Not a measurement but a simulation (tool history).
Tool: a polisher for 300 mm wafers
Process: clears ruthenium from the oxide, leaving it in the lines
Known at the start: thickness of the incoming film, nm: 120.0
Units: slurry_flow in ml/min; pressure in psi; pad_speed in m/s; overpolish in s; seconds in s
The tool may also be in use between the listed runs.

run,hour,slurry_flow,pressure,pad_speed,overpolish,seconds
1,0.0,235,1.4,1.30,40,94.618
2,4.6,235,1.4,1.30,42,95.875
3,12.6,235,1.4,1.12,42,107.400
4,14.1,235,1.4,0.84,42,133.780
5,20.0,215,1.4,0.84,42,136.800
6,24.6,225,1.7,0.86,42,115.540
7,30.0,230,1.9,0.96,42,92.651
8,35.9,235,2.0,1.00,42,89.944

The next listed run, before its measurement:
9,36.9,235,2.1,1.06,42,?

{"run 9": {"seconds": 81.268}}
